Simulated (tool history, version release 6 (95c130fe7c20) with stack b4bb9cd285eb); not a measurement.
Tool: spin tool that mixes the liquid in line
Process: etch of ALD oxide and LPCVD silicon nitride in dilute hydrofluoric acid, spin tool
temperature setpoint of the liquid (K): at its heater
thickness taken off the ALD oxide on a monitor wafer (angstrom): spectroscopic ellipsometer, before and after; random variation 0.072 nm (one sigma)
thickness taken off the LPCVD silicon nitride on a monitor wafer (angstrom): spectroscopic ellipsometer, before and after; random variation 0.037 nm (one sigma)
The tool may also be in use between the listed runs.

run	hour	temperature setpoint of the liquid (K)	parts of water to one part of 49 % hydrofluoric acid (parts by volume)	time under the liquid (s)	thickness taken off the ALD oxide on a monitor wafer (angstrom)	thickness taken off the LPCVD silicon nitride on a monitor wafer (angstrom)
1	0.0	295.15	255	110	74.403	2.1375
2	0.7	295.15	255	85	57.570	1.2311
3	7.7	298.15	255	85	63.859	2.0465
4	11.5	300.65	255	85	70.039	2.1847
5	15.2	300.65	255	125	103.030	3.6654
6	17.5	300.65	185	125	154.580	4.9883
7	19.8	300.15	185	125	150.380	4.3023

Run 8 comes next. What will it give?
8	27.5	299.65	185	125	?	?

thickness taken off the ALD oxide on a monitor wafer (angstrom): 149.580
thickness taken off the LPCVD silicon nitride on a monitor wafer (angstrom): 4.8950
